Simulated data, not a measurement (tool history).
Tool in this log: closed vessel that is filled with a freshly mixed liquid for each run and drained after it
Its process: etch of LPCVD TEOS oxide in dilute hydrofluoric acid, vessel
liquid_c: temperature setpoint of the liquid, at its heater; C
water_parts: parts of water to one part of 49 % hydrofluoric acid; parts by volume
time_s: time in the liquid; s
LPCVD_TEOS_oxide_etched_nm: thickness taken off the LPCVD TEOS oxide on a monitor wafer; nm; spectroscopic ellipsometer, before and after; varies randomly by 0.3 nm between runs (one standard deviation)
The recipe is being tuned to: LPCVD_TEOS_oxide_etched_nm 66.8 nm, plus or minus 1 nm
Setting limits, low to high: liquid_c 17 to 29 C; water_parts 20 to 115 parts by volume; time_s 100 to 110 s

| run | hour | liquid_c | water_parts | time_s | LPCVD_TEOS_oxide_etched_nm |
|---|---|---|---|---|---|
| 1 | 0 | 21 | 65 | 100 | 72.641 |
| 2 | 7.1 | 20.5 | 65 | 100 | 71.335 |
| 3 | 12.6 | 20.5 | 55 | 100 | 84.976 |
| 4 | 16.6 | 20.5 | 55 | 100 | 85.103 |
| 5 | 17.8 | 20.5 | 45 | 100 | 105.3 |
| 6 | 22.8 | 20.5 | 45 | 110 | 115.28 |
| 7 | 25.6 | 19.5 | 50 | 110 | 98.689 |
| 8 | 33.9 | 19 | 55 | 110 | 87.142 |

Which single option among these 5 for the next run brings every result within its allowed miss of target? Just one does.
| A | 42.2 | 17 | 60 | 100 | ? |
| B | 42.2 | 20 | 70 | 100 | ? |
| C | 42.2 | 19.5 | 40 | 110 | ? |
| D | 42.2 | 21 | 40 | 110 | ? |
| E | 42.2 | 21 | 55 | 110 | ? |

| move | LPCVD_TEOS_oxide_etched_nm |
|---|---|
| A | 66.755 |
| B | 64.275 |
| C | 125.52 |
| D | 133.82 |
| E | 95.539 |
A: each result inside its tolerance
B: moves the result that the last run missed by most past its target, out the other side
C: the biggest miss grows against the last run
D: the biggest miss grows against the last run
E: the biggest miss grows against the last run
Move A is the one to make.
